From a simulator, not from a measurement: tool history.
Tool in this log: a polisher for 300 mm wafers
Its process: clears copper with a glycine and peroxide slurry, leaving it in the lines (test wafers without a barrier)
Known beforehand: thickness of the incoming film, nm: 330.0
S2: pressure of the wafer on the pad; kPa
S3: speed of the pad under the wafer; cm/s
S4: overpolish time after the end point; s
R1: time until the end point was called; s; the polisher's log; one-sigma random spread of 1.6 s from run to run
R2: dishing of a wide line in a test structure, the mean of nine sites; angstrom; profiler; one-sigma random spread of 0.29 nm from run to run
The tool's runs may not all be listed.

Run 1, hour 0.0: flow of slurry (ml/min) 190, S2 14.5 kPa, S3 104 cm/s, S4 13 s. Result: R1 85.886 s, R2 368.79 angstrom.
Run 2, hour 4.0: flow of slurry (ml/min) 235, S2 14.5 kPa, S3 104 cm/s, S4 13 s. Result: R1 82.526 s, R2 373.55 angstrom.
Run 3, hour 8.8: flow of slurry (ml/min) 235, S2 13.1 kPa, S3 104 cm/s, S4 13 s. Result: R1 89.055 s, R2 353.11 angstrom.
Run 4, hour 10.5: flow of slurry (ml/min) 235, S2 12.4 kPa, S3 104 cm/s, S4 13 s. Result: R1 93.420 s, R2 334.34 angstrom.
Run 5, hour 15.0: flow of slurry (ml/min) 235, S2 11.7 kPa, S3 104 cm/s, S4 13 s. Result: R1 97.352 s, R2 324.08 angstrom.
Run 6, hour 17.0: flow of slurry (ml/min) 235, S2 13.8 kPa, S3 104 cm/s, S4 13 s. Result: R1 86.238 s, R2 361.87 angstrom.

Run 7, settings as shown, results not yet in. Your forecast:
Run 7, hour 25.0: flow of slurry (ml/min) 235, S2 13.1 kPa, S3 104 cm/s, S4 13 s. Result: R1 ?, R2 ?.

R1: 86.601 s
R2: 351.17 angstrom

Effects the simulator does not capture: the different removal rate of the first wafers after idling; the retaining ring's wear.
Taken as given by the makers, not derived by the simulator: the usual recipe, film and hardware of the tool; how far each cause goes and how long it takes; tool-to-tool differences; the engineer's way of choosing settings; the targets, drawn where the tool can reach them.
